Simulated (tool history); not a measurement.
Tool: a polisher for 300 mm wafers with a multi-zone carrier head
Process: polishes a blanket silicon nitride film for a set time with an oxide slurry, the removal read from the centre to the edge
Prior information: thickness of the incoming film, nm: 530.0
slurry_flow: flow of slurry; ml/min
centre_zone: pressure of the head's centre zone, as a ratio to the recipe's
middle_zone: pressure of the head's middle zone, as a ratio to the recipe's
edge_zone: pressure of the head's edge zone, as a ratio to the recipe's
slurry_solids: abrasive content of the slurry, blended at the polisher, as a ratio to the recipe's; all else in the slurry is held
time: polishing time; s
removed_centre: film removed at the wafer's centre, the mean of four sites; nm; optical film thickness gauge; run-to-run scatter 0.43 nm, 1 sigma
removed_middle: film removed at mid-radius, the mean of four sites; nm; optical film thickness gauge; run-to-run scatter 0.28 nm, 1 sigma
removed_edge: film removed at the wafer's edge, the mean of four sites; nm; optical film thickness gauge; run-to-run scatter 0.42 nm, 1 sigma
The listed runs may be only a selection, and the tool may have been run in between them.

| run | hour | slurry_flow | centre_zone | middle_zone | edge_zone | slurry_solids | time | removed_centre | removed_middle | removed_edge |
|---|---|---|---|---|---|---|---|---|---|---|
| 1 | 0.0 | 250 | 1.00 | 1.00 | 1.00 | 1.00 | 56 | 52.296 | 53.743 | 53.577 |
| 2 | 1.5 | 290 | 1.00 | 1.00 | 1.00 | 1.00 | 56 | 53.515 | 54.388 | 54.081 |
| 3 | 5.6 | 285 | 0.98 | 1.01 | 0.97 | 0.90 | 56 | 49.493 | 52.555 | 50.781 |
| 4 | 12.4 | 285 | 0.98 | 1.01 | 0.97 | 1.10 | 56 | 54.323 | 57.813 | 55.731 |
| 5 | 13.9 | 245 | 0.98 | 1.01 | 0.97 | 1.10 | 56 | 52.034 | 56.438 | 54.603 |
| 6 | 20.2 | 245 | 0.98 | 1.01 | 0.92 | 1.10 | 56 | 52.776 | 56.405 | 52.128 |
| 7 | 22.9 | 235 | 0.96 | 1.01 | 0.90 | 1.05 | 56 | 51.694 | 54.540 | 51.896 |

Run 8 comes next. What will it give?
| 8 | 28.0 | 305 | 0.87 | 1.11 | 0.95 | 0.80 | 46 | ? | ? | ? |

Logged for run 8: removed_centre 34.156 nm, removed_middle 44.653 nm, removed_edge 39.601 nm.

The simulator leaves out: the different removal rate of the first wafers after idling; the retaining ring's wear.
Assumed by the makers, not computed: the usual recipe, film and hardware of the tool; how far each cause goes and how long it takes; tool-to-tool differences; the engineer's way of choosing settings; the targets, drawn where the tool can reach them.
